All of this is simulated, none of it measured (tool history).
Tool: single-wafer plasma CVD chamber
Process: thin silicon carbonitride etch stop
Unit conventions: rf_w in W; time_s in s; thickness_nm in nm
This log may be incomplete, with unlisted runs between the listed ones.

{"run": 1, "hour": 0.0, "rf_w": 175, "time_s": 12, "thickness_nm": 6.682}
{"run": 2, "hour": 5.3, "rf_w": 170, "time_s": 11.8, "thickness_nm": 6.56}
{"run": 3, "hour": 12.9, "rf_w": 165, "time_s": 11.6, "thickness_nm": 6.3965}
{"run": 4, "hour": 20.2, "rf_w": 160, "time_s": 11.4, "thickness_nm": 6.2458}
{"run": 5, "hour": 26.4, "rf_w": 155, "time_s": 11.3, "thickness_nm": 6.1375}
{"run": 6, "hour": 33.8, "rf_w": 155, "time_s": 11.9, "thickness_nm": 6.458}
{"run": 7, "hour": 37.2, "rf_w": 125, "time_s": 10.5, "thickness_nm": 5.4734}

The next listed run, before its measurement:
{"run": 8, "hour": 45.3, "rf_w": 125, "time_s": 10.5, "thickness_nm": "?"}

Run 8 gave thickness_nm 5.456 nm.
